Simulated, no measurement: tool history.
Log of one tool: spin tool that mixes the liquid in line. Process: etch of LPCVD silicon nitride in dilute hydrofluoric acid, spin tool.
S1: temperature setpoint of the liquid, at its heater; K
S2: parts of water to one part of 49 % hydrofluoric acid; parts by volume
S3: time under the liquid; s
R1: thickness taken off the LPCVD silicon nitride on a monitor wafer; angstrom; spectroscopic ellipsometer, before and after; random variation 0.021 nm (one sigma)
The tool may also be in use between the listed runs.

run    day      S1  S2  S3      R1
  1  0.000  298.15  85  45  2.3682
  2  0.046  300.15  70  45  3.3412
  3  0.142  301.65  60  45  4.3261
  4  0.275  302.65  55  45  4.9065
  5  0.354  302.65  40  45  6.9348
  6  0.467  302.65  40  45  6.8725
  7  0.571  303.15  40  45  7.1979
  8  0.879  303.65  40  45  7.4927
  9  1.125  304.15  40  45  7.4410

Run 10 comes next. What will it give?
 10  1.350  304.65  40  45   ?

{"run 10": {"R1": 7.5547}}
